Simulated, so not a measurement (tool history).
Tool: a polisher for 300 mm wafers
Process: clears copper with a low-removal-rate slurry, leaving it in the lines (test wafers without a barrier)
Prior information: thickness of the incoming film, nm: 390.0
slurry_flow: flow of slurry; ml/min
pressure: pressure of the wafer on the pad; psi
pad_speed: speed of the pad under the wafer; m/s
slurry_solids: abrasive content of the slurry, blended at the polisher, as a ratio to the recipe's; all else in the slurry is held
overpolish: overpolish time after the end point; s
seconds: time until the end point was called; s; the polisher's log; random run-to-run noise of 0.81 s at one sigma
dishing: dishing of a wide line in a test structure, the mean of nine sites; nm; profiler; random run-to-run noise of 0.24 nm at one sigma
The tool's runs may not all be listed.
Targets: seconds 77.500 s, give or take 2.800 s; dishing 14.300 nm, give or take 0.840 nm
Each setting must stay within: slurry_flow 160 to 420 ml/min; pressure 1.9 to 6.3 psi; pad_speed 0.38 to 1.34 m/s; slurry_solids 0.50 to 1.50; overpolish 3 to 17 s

run 1 hour=0.0 | slurry_flow=270 pressure=4.1 pad_speed=0.86 slurry_solids=1.00 overpolish=9 | seconds=112.570 dishing=21.206
run 2 hour=3.8 | slurry_flow=270 pressure=4.1 pad_speed=0.86 slurry_solids=1.15 overpolish=9 | seconds=108.620 dishing=21.877
run 3 hour=12.5 | slurry_flow=275 pressure=4.5 pad_speed=0.88 slurry_solids=1.15 overpolish=7 | seconds=98.085 dishing=19.286
run 4 hour=16.9 | slurry_flow=275 pressure=4.5 pad_speed=0.88 slurry_solids=1.25 overpolish=7 | seconds=96.197 dishing=20.000
run 5 hour=18.8 | slurry_flow=295 pressure=5.0 pad_speed=0.88 slurry_solids=1.00 overpolish=6 | seconds=89.994 dishing=18.328
run 6 hour=21.2 | slurry_flow=320 pressure=5.3 pad_speed=0.88 slurry_solids=0.90 overpolish=5 | seconds=86.121 dishing=16.248
run 7 hour=29.1 | slurry_flow=320 pressure=6.0 pad_speed=0.88 slurry_solids=0.80 overpolish=3 | seconds=77.879 dishing=10.836
run 8 hour=33.9 | slurry_flow=335 pressure=5.8 pad_speed=0.90 slurry_solids=0.85 overpolish=3 | seconds=78.878 dishing=11.346
run 9 hour=41.9 | slurry_flow=335 pressure=5.7 pad_speed=0.92 slurry_solids=0.90 overpolish=3 | seconds=77.003 dishing=11.239
run 10 hour=48.9 | slurry_flow=325 pressure=5.9 pad_speed=0.92 slurry_solids=0.80 overpolish=6 | seconds=74.455 dishing=20.651

Which one of the following 5 next-run settings gets every result inside its allowed miss? There is exactly one.
run A hour=55.9 | slurry_flow=290 pressure=5.9 pad_speed=0.98 slurry_solids=0.70 overpolish=7 | seconds=? dishing=?
run B hour=55.9 | slurry_flow=360 pressure=5.1 pad_speed=1.20 slurry_solids=0.90 overpolish=4 | seconds=? dishing=?
run C hour=55.9 | slurry_flow=275 pressure=5.4 pad_speed=1.10 slurry_solids=0.60 overpolish=8 | seconds=? dishing=?
run D hour=55.9 | slurry_flow=325 pressure=6.0 pad_speed=0.86 slurry_solids=0.85 overpolish=4 | seconds=? dishing=?
run E hour=55.9 | slurry_flow=335 pressure=5.9 pad_speed=0.88 slurry_solids=0.75 overpolish=7 | seconds=? dishing=?

move=A seconds=73.838 dishing=24.925
move=B seconds=66.126 dishing=16.860
move=C seconds=73.929 dishing=27.747
move=D seconds=79.254 dishing=14.349
move=E seconds=80.217 dishing=23.245
A: its largest miss is bigger than the last run's
B: gains on the last run, yet a result remains outside its allowed miss
C: its largest miss is bigger than the last run's
D: every result lands within tolerance
E: its largest miss is bigger than the last run's
The right move is D.
